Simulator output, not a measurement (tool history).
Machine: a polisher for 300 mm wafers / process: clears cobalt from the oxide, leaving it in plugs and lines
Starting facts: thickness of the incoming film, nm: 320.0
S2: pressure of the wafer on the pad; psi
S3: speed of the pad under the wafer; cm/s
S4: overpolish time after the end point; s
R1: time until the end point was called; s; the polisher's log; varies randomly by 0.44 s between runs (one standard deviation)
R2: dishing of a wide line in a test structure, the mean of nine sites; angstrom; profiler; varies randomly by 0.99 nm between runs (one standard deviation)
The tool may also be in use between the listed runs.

run 1 hour=0.0 | flow_of_slurry_(ml/min)=135 S2=2.5 S3=106 S4=21 | R1=51.277 R2=576.37
run 2 hour=1.0 | flow_of_slurry_(ml/min)=135 S2=2.6 S3=106 S4=21 | R1=48.627 R2=593.99
run 3 hour=7.0 | flow_of_slurry_(ml/min)=135 S2=2.1 S3=106 S4=21 | R1=58.545 R2=541.20
run 4 hour=7.9 | flow_of_slurry_(ml/min)=135 S2=2.3 S3=106 S4=20 | R1=55.845 R2=560.43
run 5 hour=16.9 | flow_of_slurry_(ml/min)=135 S2=2.7 S3=106 S4=20 | R1=46.608 R2=592.36
run 6 hour=24.2 | flow_of_slurry_(ml/min)=135 S2=2.8 S3=106 S4=20 | R1=44.891 R2=582.88

Forecast run 7:
run 7 hour=26.8 | flow_of_slurry_(ml/min)=135 S2=2.9 S3=106 S4=20 | R1=? R2=?

{"run 7": {"R1": 43.379, "R2": 593.78}}
